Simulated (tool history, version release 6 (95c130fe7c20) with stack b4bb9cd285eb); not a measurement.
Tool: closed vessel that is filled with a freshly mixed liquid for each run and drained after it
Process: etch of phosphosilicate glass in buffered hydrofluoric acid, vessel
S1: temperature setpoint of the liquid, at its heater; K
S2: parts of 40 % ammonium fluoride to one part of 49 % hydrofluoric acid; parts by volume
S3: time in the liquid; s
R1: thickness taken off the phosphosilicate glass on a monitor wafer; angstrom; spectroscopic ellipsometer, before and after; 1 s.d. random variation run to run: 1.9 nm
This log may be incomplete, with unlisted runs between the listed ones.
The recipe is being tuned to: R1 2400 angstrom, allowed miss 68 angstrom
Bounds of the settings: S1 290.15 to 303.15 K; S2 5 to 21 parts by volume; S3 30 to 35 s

run,hour,S1,S2,S3,R1
1,0,295.15,13,35,918.95
2,8.4,296.15,12,35,1039.1
3,12.2,297.15,11,35,1209.5
4,14.3,297.15,9,35,1392.1
5,16.5,294.15,9,35,1187.1
6,20,294.15,9,35,1206.8
7,23.8,295.65,8.5,35,1383.4
8,27,296.65,8,35,1562.8
9,31.5,297.65,8,35,1623.6
10,38.9,298.65,8,35,1756.4
11,46.5,299.15,8,35,1779.5
12,51.4,303.15,6.5,35,2752.9
13,55.9,302.65,6.5,35,2641.7
14,57.2,301.65,6.5,35,2546.3

Of the 4 settings listed for the next run, only one would bring every result within its allowed miss of target. Which one?
A,58.5,302.65,6.5,35,?
B,58.5,303.15,7,35,?
C,58.5,302.15,6,30,?
D,58.5,297.65,5,35,?

move,R1
A,2671.8
B,2572.2
C,2390.4
D,2558.3
A: misses by more than the last run did
B: misses by more than the last run did
C: all results in spec
D: misses by more than the last run did
Go with C: it meets all targets.
